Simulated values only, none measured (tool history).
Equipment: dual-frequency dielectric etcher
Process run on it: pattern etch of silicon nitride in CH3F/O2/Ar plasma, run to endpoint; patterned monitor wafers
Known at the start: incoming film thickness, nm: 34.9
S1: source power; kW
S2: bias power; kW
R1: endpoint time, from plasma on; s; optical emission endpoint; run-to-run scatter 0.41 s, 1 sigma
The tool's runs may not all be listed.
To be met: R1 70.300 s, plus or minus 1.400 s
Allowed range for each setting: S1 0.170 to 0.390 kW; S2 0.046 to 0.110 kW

run  hour     S1     S2      R1
  1   0.0  0.280  0.078  54.935
  2   8.8  0.260  0.073  57.402
  3  14.8  0.300  0.073  54.360
  4  19.3  0.300  0.062  56.583
  5  23.5  0.300  0.057  57.708
  6  31.3  0.350  0.057  54.045
     38.0  -- wet clean of the chamber
  7  38.0  0.320  0.055  58.747
  8  40.6  0.300  0.054  60.549

4 next moves are on the table. One of them brings every result within its allowed miss. Which?
  A  43.2  0.230  0.046   ?
  B  43.2  0.240  0.055   ?
  C  43.2  0.370  0.076   ?
  D  43.2  0.380  0.066   ?

move      R1
   A  69.298
   B  65.771
   C  51.296
   D  52.343
A: each result inside its tolerance
B: better than the last run, though not everything is in spec
C: misses by more than the last run did
D: misses by more than the last run did
A is the move that brings every result within its allowed miss.

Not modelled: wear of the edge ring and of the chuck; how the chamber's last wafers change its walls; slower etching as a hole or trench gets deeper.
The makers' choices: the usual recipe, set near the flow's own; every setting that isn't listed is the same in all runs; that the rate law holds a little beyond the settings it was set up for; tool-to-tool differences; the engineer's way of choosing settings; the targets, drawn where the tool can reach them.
